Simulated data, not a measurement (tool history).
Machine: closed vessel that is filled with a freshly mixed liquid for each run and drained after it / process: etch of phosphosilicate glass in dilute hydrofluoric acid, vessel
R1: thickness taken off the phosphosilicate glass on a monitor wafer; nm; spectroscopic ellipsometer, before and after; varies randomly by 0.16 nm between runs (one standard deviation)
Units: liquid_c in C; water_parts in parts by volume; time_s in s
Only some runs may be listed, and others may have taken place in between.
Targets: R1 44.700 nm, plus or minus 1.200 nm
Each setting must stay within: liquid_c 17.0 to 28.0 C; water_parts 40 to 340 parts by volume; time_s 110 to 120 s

run 1 hour=0.0 | liquid_c=20.0 water_parts=190 time_s=110 | R1=64.613
run 2 hour=9.0 | liquid_c=19.5 water_parts=200 time_s=110 | R1=59.605
run 3 hour=10.9 | liquid_c=19.5 water_parts=165 time_s=110 | R1=75.282
run 4 hour=18.1 | liquid_c=19.5 water_parts=165 time_s=110 | R1=75.314
run 5 hour=20.4 | liquid_c=19.0 water_parts=180 time_s=110 | R1=66.528
run 6 hour=24.6 | liquid_c=19.0 water_parts=150 time_s=110 | R1=82.222
run 7 hour=26.8 | liquid_c=19.0 water_parts=150 time_s=110 | R1=82.357
run 8 hour=34.2 | liquid_c=18.5 water_parts=170 time_s=110 | R1=69.942
run 9 hour=41.7 | liquid_c=18.0 water_parts=185 time_s=110 | R1=61.681
run 10 hour=45.0 | liquid_c=18.0 water_parts=195 time_s=110 | R1=58.243
run 11 hour=53.5 | liquid_c=18.0 water_parts=205 time_s=110 | R1=54.755
run 12 hour=61.6 | liquid_c=18.0 water_parts=210 time_s=110 | R1=53.459
run 13 hour=64.1 | liquid_c=18.0 water_parts=215 time_s=110 | R1=51.642
run 14 hour=66.2 | liquid_c=18.0 water_parts=220 time_s=110 | R1=50.228
run 15 hour=73.2 | liquid_c=18.0 water_parts=225 time_s=110 | R1=49.177
run 16 hour=80.3 | liquid_c=17.5 water_parts=230 time_s=110 | R1=46.982

Exercise: of the 5 proposed moves below, exactly one satisfies all targets within the stated allowed misses. Which move is it?
run A hour=87.4 | liquid_c=19.0 water_parts=235 time_s=110 | R1=?
run B hour=87.4 | liquid_c=18.0 water_parts=250 time_s=115 | R1=?
run C hour=87.4 | liquid_c=17.0 water_parts=240 time_s=120 | R1=?
run D hour=87.4 | liquid_c=17.0 water_parts=245 time_s=110 | R1=?
run E hour=87.4 | liquid_c=22.0 water_parts=255 time_s=110 | R1=?

move=A R1=48.359
move=B R1=45.118
move=C R1=47.598
move=D R1=42.554
move=E R1=48.923
A: its largest miss is bigger than the last run's
B: hits every target within its allowed miss
C: its largest miss is bigger than the last run's
D: carries the result that was furthest off beyond its target, to the other side
E: its largest miss is bigger than the last run's
Correct choice: B, which meets every target
